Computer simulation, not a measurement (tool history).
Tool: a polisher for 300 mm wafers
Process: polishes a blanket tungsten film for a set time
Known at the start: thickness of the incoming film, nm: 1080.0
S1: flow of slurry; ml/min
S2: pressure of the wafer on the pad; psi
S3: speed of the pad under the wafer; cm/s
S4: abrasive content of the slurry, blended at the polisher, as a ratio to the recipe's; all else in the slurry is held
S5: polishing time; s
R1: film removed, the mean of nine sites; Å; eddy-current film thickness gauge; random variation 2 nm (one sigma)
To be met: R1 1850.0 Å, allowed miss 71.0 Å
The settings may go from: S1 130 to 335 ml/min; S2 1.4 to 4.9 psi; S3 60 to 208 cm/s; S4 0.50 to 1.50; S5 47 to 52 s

run 1 day=0.000 | S1=215 S2=3.1 S3=134 S4=1.00 S5=52 | R1=2058.1
run 2 day=0.329 | S1=215 S2=3.5 S3=134 S4=1.00 S5=52 | R1=2291.3
run 3 day=0.375 | S1=215 S2=4.0 S3=134 S4=1.00 S5=52 | R1=2644.9
run 4 day=0.667 | S1=215 S2=3.8 S3=134 S4=1.00 S5=52 | R1=2504.8
run 5 day=0.704 | S1=215 S2=3.6 S3=134 S4=1.00 S5=52 | R1=2393.6
run 6 day=0.962 | S1=215 S2=3.5 S3=134 S4=1.00 S5=52 | R1=2335.9
run 7 day=1.283 | S1=215 S2=3.4 S3=134 S4=1.00 S5=52 | R1=2234.4
run 8 day=1.467 | S1=215 S2=3.3 S3=134 S4=1.00 S5=52 | R1=2147.7
run 9 day=1.754 | S1=215 S2=3.2 S3=134 S4=1.00 S5=52 | R1=2107.5
run 10 day=2.121 | S1=215 S2=3.1 S3=134 S4=1.00 S5=52 | R1=2024.9

Which of these 4 next moves meets every target?
run A day=2.488 | S1=210 S2=3.2 S3=128 S4=0.95 S5=48 | R1=?
run B day=2.488 | S1=230 S2=2.8 S3=148 S4=1.15 S5=49 | R1=?
run C day=2.488 | S1=190 S2=3.3 S3=144 S4=0.80 S5=47 | R1=?
run D day=2.488 | S1=170 S2=2.8 S3=172 S4=0.85 S5=47 | R1=?

move=A R1=1816.3
move=B R1=1971.1
move=C R1=1963.7
move=D R1=2000.1
A: meets every target
B: nearer than the last run, and not there yet
C: nearer than the last run, and not there yet
D: nearer than the last run, and not there yet
The right move is A.
